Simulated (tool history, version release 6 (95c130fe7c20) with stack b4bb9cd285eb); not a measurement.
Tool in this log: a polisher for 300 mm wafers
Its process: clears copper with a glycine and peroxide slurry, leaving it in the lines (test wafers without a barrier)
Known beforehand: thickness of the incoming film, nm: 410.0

| run | hour | flow of slurry (ml/min) | pressure of the wafer on the pad (kPa) | speed of the pad under the wafer (m/s) | overpolish time after the end point (s) | time until the end point was called (s) | dishing of a wide line in a test structure (Å) |
|---|---|---|---|---|---|---|---|
| 1 | 0.0 | 150 | 17.2 | 1.02 | 27 | 98.322 | 658.67 |
| 2 | 7.3 | 120 | 17.2 | 1.02 | 27 | 101.800 | 615.65 |
| 3 | 12.2 | 90 | 17.2 | 1.02 | 27 | 104.960 | 615.49 |
| 4 | 15.4 | 90 | 17.2 | 1.16 | 27 | 96.162 | 658.42 |
| 5 | 17.4 | 90 | 17.2 | 1.16 | 32 | 98.911 | 711.11 |
| 6 | 25.9 | 105 | 17.2 | 1.16 | 32 | 94.422 | 715.77 |
| 7 | 28.0 | 105 | 15.2 | 1.16 | 32 | 101.380 | 680.13 |

The next listed run, before its measurement:
| 8 | 33.1 | 105 | 13.1 | 1.14 | 33 | ? | ? |

Run 8 gave time until the end point was called (s) 114.410, dishing of a wide line in a test structure (Å) 654.99.
